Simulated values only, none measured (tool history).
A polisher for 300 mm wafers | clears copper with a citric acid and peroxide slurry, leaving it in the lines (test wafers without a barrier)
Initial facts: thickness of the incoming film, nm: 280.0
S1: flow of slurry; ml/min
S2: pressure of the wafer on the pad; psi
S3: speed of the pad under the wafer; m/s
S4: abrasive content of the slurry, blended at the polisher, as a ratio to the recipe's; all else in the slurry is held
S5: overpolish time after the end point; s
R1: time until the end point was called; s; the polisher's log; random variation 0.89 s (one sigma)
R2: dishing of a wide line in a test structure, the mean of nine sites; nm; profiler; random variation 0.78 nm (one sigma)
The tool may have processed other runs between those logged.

| run | hour | S1 | S2 | S3 | S4 | S5 | R1 | R2 |
|---|---|---|---|---|---|---|---|---|
| 1 | 0 | 320 | 3.3 | 0.94 | 1 | 26 | 107.41 | 40.595 |
| 2 | 1.7 | 320 | 3.3 | 1.08 | 1 | 26 | 93.616 | 44.421 |
| 3 | 3.6 | 400 | 3.3 | 1.08 | 1 | 26 | 90.676 | 45.111 |
| 4 | 4.8 | 400 | 3.3 | 1.08 | 0.8 | 26 | 97.5 | 43.972 |
| 5 | 11.2 | 445 | 3.3 | 1.08 | 0.8 | 26 | 96.278 | 44.457 |
| 6 | 15.1 | 445 | 3.3 | 1.08 | 0.8 | 31 | 94.78 | 48.525 |
| 7 | 23.5 | 445 | 4.3 | 1.34 | 0.8 | 18 | 61.671 | 47.465 |
| 8 | 27.7 | 460 | 4.3 | 1.38 | 0.85 | 15 | 58.253 | 43.309 |

Run 9 is up next; what results do you expect?
| 9 | 33.1 | 465 | 4.4 | 1.4 | 0.85 | 13 | ? | ? |

R1: 57.348 s
R2: 38.125 nm
